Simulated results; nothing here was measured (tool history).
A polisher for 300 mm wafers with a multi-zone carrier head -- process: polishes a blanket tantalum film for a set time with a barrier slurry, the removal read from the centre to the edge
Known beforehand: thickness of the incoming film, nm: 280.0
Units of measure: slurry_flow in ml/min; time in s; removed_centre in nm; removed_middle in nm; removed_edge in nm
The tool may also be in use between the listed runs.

run	hour	slurry_flow	centre_zone	middle_zone	edge_zone	slurry_solids	time	removed_centre	removed_middle	removed_edge
1	0.0	285	1.00	1.00	1.00	1.00	49	100.540	97.379	106.450
2	0.9	290	1.03	1.02	1.05	1.15	51	111.290	107.150	113.920
3	5.4	290	1.03	1.02	1.05	1.15	40	87.452	84.427	90.667
4	8.7	265	1.03	1.02	1.05	1.15	40	87.157	83.169	89.374
5	12.2	290	1.04	1.01	1.08	1.25	45	101.240	96.075	104.390
6	16.5	290	1.04	1.01	1.00	1.25	45	101.740	95.052	100.190
7	25.2	305	1.05	1.00	1.04	1.35	49	114.140	105.880	112.160

The next listed run, before its measurement:
8	33.9	305	1.05	1.00	1.04	1.35	49	?	?	?

removed_centre: 113.710 nm
removed_middle: 106.550 nm
removed_edge: 113.930 nm
